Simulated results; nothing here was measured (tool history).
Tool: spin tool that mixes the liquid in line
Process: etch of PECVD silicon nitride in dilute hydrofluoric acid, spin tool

run	hour	temperature setpoint of the liquid (K)	parts of water to one part of 49 % hydrofluoric acid (parts by volume)	time under the liquid (s)	thickness taken off the PECVD silicon nitride on a monitor wafer (Å)
1	0.0	295.15	55	260	209.92
2	3.8	295.15	55	280	224.07
3	12.3	296.65	50	280	272.12
4	14.2	298.15	50	280	306.36
# hour 17.2: hydrofluoric acid flow meter replaced
5	17.2	299.15	50	280	308.26
6	21.0	300.15	45	280	371.65

Forecast run 7:
7	27.9	303.15	45	280	?

Run 7 gave thickness taken off the PECVD silicon nitride on a monitor wafer (Å) 445.34.
